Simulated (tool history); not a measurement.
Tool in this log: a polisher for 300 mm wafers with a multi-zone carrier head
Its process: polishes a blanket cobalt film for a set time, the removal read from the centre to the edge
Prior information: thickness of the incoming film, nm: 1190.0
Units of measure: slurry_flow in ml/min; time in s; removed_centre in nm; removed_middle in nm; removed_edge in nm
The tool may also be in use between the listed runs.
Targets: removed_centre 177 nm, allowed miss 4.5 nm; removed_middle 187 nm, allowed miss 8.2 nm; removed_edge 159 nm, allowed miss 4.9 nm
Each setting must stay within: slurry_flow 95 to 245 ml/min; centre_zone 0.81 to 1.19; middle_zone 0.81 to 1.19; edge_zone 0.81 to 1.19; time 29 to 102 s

run	hour	slurry_flow	centre_zone	middle_zone	edge_zone	time	removed_centre	removed_middle	removed_edge
1	0	155	1	1	1	65	243.85	246.33	246.09
2	6.2	155	1	1.02	0.96	60	224.31	233.33	229.41
3	14.7	155	1	1.02	0.96	72	271.85	285.17	272.01
4	19.5	155	1	1.02	0.96	61	232.58	235.25	228.44
# hour 26: worn pad replaced by a new one
5	26	180	1	1.02	0.96	61	267.22	276.31	265.66
6	27.2	160	1.02	1.05	0.93	60	262.66	272.87	258.6
7	31.8	145	1.02	1.04	0.9	57	246.93	253.51	234.95
8	32.9	135	1.01	1.04	0.88	53	224.13	234.63	220.08
9	40	180	1.05	1.11	0.83	35	159.99	167.25	146.72
10	45.7	180	1.06	1.12	0.83	36	167.54	177.94	150.87
11	48.4	215	1.07	1.13	0.88	36	173.47	181.63	156.77
12	55.2	215	1.07	1.13	0.88	36	174.52	179.5	154.35
13	62.7	215	1.07	1.14	0.89	36	173.31	181.91	154.48
14	71.2	215	1.07	1.14	0.9	36	170.53	182.32	155.54
15	75.8	220	1.07	1.14	0.9	36	169.69	178.47	158.23

Below are 4 possible settings for the next run. Only one of them brings all results inside the allowed miss of their targets. Which is it?
A	80.4	205	1	1.18	0.97	37	?	?	?
B	80.4	220	1.09	1.17	0.93	36	?	?	?
C	80.4	165	0.99	1.14	0.88	38	?	?	?
D	80.4	245	0.94	1	0.93	37	?	?	?

move	removed_centre	removed_middle	removed_edge
A	164.71	191.89	163.22
B	175.15	186.73	157.8
C	162.74	186.44	160.01
D	158.76	169.89	163.95
A: moves away from the targets compared with the last run
B: hits every target within its allowed miss
C: moves away from the targets compared with the last run
D: moves away from the targets compared with the last run
The right move is B.
